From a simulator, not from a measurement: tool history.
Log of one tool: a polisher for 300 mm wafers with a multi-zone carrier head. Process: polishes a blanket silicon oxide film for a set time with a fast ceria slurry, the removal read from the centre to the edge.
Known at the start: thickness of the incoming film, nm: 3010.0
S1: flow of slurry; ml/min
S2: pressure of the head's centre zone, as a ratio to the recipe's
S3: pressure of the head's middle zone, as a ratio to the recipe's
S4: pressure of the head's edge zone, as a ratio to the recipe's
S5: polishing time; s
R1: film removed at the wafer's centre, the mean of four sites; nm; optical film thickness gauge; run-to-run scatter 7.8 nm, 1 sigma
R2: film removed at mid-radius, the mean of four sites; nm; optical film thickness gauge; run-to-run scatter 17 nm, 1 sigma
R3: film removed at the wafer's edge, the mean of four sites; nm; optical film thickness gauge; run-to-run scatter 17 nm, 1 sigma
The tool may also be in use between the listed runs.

run	day	S1	S2	S3	S4	S5	R1	R2	R3
1	0.000	255	1.00	1.00	1.00	46	1061.10	1072.7	1073.8
2	0.292	260	0.98	1.02	1.01	46	1037.20	1113.6	1091.8
3	0.325	285	0.98	1.02	1.01	46	1053.40	1119.7	1080.4
4	0.379	220	0.98	1.02	1.01	46	1012.70	1067.3	1073.8
5	0.575	230	0.97	1.04	1.02	46	1022.80	1103.7	1041.2
6	0.746	230	0.97	1.04	0.97	46	1032.10	1103.2	1035.7
7	0.808	240	0.95	1.05	0.99	47	1019.20	1142.5	1066.5
8	0.850	250	0.94	1.06	1.01	48	1050.80	1174.7	1101.0
9	0.946	255	0.92	1.08	1.03	48	1023.90	1205.4	1142.7
10	1.188	260	0.91	1.10	1.04	48	1017.20	1250.9	1122.4
11	1.379	265	0.90	1.11	1.05	48	996.78	1253.0	1150.2
12	1.738	270	0.90	1.12	1.06	48	1015.00	1280.1	1125.3
13	2.058	270	0.89	1.12	1.07	48	992.91	1264.6	1173.8
14	2.154	275	0.89	1.13	1.07	48	997.17	1286.0	1155.9
15	2.246	280	0.89	1.13	1.08	48	999.94	1269.6	1178.5
16	2.412	285	0.89	1.14	1.08	48	1011.40	1294.0	1160.3
17	2.758	285	0.89	1.15	1.09	48	998.49	1311.0	1174.5

What does the tool deliver on the next run?
18	2.783	295	0.89	1.17	1.11	48	?	?	?

{"run 18": {"R1": 1020.2, "R2": 1295.2, "R3": 1204.6}}
